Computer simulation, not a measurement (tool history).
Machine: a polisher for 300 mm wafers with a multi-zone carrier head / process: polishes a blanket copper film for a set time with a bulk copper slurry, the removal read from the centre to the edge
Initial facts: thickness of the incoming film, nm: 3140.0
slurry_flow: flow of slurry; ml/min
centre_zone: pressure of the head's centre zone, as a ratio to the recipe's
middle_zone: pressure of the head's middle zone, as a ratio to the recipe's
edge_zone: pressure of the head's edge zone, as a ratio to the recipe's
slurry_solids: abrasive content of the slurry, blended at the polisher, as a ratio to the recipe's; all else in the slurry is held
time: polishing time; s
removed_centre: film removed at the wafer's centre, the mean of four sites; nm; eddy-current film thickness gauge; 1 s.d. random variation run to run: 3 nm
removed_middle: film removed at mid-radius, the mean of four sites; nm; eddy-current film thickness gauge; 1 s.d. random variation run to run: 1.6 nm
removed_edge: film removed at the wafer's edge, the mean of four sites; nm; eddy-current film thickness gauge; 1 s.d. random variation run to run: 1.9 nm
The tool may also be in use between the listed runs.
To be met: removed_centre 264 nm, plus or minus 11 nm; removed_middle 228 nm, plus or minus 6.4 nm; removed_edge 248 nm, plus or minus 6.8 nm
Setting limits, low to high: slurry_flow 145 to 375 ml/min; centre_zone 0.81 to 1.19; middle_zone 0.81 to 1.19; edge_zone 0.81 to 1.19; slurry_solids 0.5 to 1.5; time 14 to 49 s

| run | hour | slurry_flow | centre_zone | middle_zone | edge_zone | slurry_solids | time | removed_centre | removed_middle | removed_edge |
|---|---|---|---|---|---|---|---|---|---|---|
| 1 | 0 | 240 | 1 | 1 | 1 | 1 | 31 | 306.48 | 309.67 | 307.88 |
| 2 | 1.7 | 240 | 1 | 1 | 1 | 0.85 | 31 | 292.76 | 297.14 | 294.18 |
| 3 | 9.4 | 230 | 1 | 0.94 | 0.96 | 0.75 | 31 | 285.47 | 272.68 | 282.13 |
| 4 | 15.6 | 230 | 1 | 0.94 | 0.96 | 0.75 | 34 | 316.69 | 294.51 | 309.05 |
| 5 | 16.4 | 230 | 1.03 | 0.94 | 0.96 | 0.75 | 34 | 322.06 | 297.76 | 308.54 |
| 6 | 20.4 | 230 | 0.96 | 0.94 | 0.96 | 0.75 | 34 | 309.41 | 296.79 | 312.68 |
| 7 | 26.7 | 195 | 0.99 | 0.84 | 0.86 | 0.5 | 30 | 248.21 | 215.47 | 239.49 |
| 8 | 29 | 210 | 1 | 0.85 | 0.87 | 0.5 | 30 | 255.3 | 219.44 | 238.83 |
| 9 | 32.3 | 215 | 1 | 0.85 | 0.88 | 0.5 | 30 | 251.55 | 219.8 | 243.55 |
| 10 | 34.4 | 245 | 1.04 | 0.88 | 0.88 | 0.55 | 30 | 268.07 | 234.5 | 245.77 |

Below are 5 possible settings for the next run. Only one of them brings all results inside the allowed miss of their targets. Which is it?
| A | 36.5 | 240 | 1.03 | 0.87 | 0.9 | 0.5 | 30 | ? | ? | ? |
| B | 36.5 | 315 | 0.89 | 0.89 | 0.87 | 0.9 | 26 | ? | ? | ? |
| C | 36.5 | 305 | 1.07 | 0.9 | 0.88 | 0.5 | 28 | ? | ? | ? |
| D | 36.5 | 285 | 1 | 0.86 | 0.86 | 0.6 | 30 | ? | ? | ? |
| E | 36.5 | 235 | 1.02 | 0.94 | 0.86 | 0.5 | 30 | ? | ? | ? |

| move | removed_centre | removed_middle | removed_edge |
|---|---|---|---|
| A | 265.1 | 226.37 | 243.25 |
| B | 239.78 | 233.58 | 241.25 |
| C | 263.18 | 223.34 | 229.82 |
| D | 275.06 | 237.74 | 252.37 |
| E | 262.34 | 240.74 | 238.51 |
A: each result inside its tolerance
B: corrects the largest miss of the last run, while another result sits out of spec
C: corrects the largest miss of the last run, while another result sits out of spec
D: further off than the last run
E: further off than the last run
A is the move that brings every result within its allowed miss.

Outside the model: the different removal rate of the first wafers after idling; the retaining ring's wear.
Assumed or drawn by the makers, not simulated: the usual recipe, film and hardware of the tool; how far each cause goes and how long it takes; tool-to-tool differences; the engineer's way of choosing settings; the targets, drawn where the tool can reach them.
